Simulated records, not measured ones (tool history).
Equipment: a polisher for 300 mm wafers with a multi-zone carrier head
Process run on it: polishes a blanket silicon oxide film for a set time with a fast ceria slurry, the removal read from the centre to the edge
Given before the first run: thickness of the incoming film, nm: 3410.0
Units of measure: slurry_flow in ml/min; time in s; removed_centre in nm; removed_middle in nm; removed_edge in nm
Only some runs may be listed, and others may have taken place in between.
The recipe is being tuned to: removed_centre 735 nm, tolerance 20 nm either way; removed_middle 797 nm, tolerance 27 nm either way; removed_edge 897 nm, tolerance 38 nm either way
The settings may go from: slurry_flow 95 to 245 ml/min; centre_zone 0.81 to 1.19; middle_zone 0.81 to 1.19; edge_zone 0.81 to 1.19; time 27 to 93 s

run	hour	slurry_flow	centre_zone	middle_zone	edge_zone	time	removed_centre	removed_middle	removed_edge
1	0	155	1	1	1	59	628.05	628.58	619.16
2	0.7	155	1.08	1	1	59	674.51	631.43	607.62
3	8.3	185	1.08	1	1	59	698.49	649.52	623.29
4	16.2	190	1.03	0.99	1.05	63	720.79	694.18	669.34
5	23.3	190	1.03	1.06	1.05	63	720.09	744.62	677.43
6	26.7	165	1.03	1.06	1.05	63	700.36	715.78	660.5
7	31.1	165	0.97	1.02	1.09	67	701.27	740.61	741.72
8	35.9	165	0.95	1	1.11	69	716.53	750.77	757.74
9	36.6	120	0.85	0.9	1.19	84	713.41	780.81	906.96

Exercise: of the 4 proposed moves below, exactly one satisfies all targets within the stated allowed misses. Which move is it?
A	37.3	110	0.87	0.91	1.11	87	?	?	?
B	37.3	120	0.91	0.97	1.18	76	?	?	?
C	37.3	150	0.83	0.89	1.13	80	?	?	?
D	37.3	145	0.95	1.07	1.05	78	?	?	?

move	removed_centre	removed_middle	removed_edge
A	731.13	795.35	896.33
B	688.06	748.89	821.53
C	701.08	777.86	879.08
D	777.82	870.75	819.84
A: all results in spec
B: moves away from the targets compared with the last run
C: moves away from the targets compared with the last run
D: takes the result that was furthest off past its target
A is the move that brings every result within its allowed miss.
